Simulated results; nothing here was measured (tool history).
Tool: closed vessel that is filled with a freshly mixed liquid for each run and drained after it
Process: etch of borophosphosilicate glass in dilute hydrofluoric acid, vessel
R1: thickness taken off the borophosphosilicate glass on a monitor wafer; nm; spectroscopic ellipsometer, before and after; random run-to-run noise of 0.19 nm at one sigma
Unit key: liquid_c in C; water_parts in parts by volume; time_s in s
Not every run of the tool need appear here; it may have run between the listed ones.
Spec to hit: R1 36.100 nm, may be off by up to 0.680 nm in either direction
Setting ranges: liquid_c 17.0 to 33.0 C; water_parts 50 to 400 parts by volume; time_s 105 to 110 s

Run 1, hour 0.0: liquid_c 25.0 C, water_parts 225 parts by volume, time_s 105 s. Result: R1 26.086 nm.
Run 2, hour 3.1: liquid_c 27.5 C, water_parts 225 parts by volume, time_s 105 s. Result: R1 28.565 nm.
Run 3, hour 8.7: liquid_c 28.5 C, water_parts 225 parts by volume, time_s 105 s. Result: R1 29.362 nm.
Run 4, hour 11.5: liquid_c 30.0 C, water_parts 225 parts by volume, time_s 105 s. Result: R1 30.894 nm.
Run 5, hour 16.9: liquid_c 30.5 C, water_parts 220 parts by volume, time_s 105 s. Result: R1 32.431 nm.
Run 6, hour 19.9: liquid_c 31.0 C, water_parts 220 parts by volume, time_s 105 s. Result: R1 32.825 nm.
Run 7, hour 23.3: liquid_c 31.5 C, water_parts 220 parts by volume, time_s 105 s. Result: R1 33.564 nm.
Run 8, hour 24.4: liquid_c 32.0 C, water_parts 220 parts by volume, time_s 105 s. Result: R1 33.880 nm.

Below are 4 possible settings for the next run. Only one of them brings all results inside the allowed miss of their targets. Which is it?
Run A, hour 25.5: liquid_c 32.5 C, water_parts 220 parts by volume, time_s 105 s. Result: R1 ?.
Run B, hour 25.5: liquid_c 28.0 C, water_parts 205 parts by volume, time_s 110 s. Result: R1 ?.
Run C, hour 25.5: liquid_c 31.0 C, water_parts 205 parts by volume, time_s 105 s. Result: R1 ?.
Run D, hour 25.5: liquid_c 32.5 C, water_parts 240 parts by volume, time_s 105 s. Result: R1 ?.

move      R1
   A  34.659
   B  34.031
   C  36.041
   D  30.988
A: an improvement on the last run, though not all results are within tolerance
B: an improvement on the last run, though not all results are within tolerance
C: hits every target within its allowed miss
D: the biggest miss grows against the last run
Move C is the one to make.

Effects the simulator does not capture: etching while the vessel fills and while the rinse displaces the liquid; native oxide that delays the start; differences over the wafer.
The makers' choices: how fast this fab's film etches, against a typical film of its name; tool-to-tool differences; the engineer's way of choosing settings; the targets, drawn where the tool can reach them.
